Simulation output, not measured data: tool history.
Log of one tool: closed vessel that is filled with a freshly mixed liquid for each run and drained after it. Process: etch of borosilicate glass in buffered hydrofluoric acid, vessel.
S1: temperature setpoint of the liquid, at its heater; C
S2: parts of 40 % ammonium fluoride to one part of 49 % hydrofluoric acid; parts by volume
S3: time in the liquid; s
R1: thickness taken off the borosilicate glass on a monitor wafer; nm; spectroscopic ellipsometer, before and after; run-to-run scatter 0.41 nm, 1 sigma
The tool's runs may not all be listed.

| run | day | S1 | S2 | S3 | R1 |
|---|---|---|---|---|---|
| 1 | 0.000 | 24.0 | 20.5 | 85 | 56.066 |
| 2 | 0.092 | 25.0 | 20.5 | 85 | 58.940 |
| 3 | 0.200 | 25.5 | 20.5 | 85 | 60.504 |
| 4 | 0.517 | 25.5 | 25.0 | 85 | 52.394 |
| 5 | 0.758 | 27.0 | 25.0 | 85 | 56.930 |
| 6 | 0.954 | 28.0 | 25.0 | 85 | 60.179 |
| 7 | 1.333 | 28.5 | 25.0 | 85 | 61.492 |

Run 8, settings as shown, results not yet in. Your forecast:
| 8 | 1.408 | 29.0 | 25.0 | 85 | ? |

Run 8 came out at R1 63.147 nm.
